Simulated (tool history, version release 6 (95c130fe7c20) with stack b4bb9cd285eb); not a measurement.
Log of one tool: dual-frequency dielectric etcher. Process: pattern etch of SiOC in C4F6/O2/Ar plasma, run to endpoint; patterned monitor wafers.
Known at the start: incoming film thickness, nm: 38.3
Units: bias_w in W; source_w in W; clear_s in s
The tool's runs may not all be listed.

run	hour	bias_w	source_w	clear_s
1	0.0	648	320	13.295
2	6.8	703	320	12.959
3	12.2	703	340	12.658
4	17.3	703	310	13.019
5	21.6	656	310	13.222
6	22.3	607	300	13.872
7	24.5	582	300	14.022

Forecast run 8:
8	25.8	560	300	?

clear_s: 14.207 s
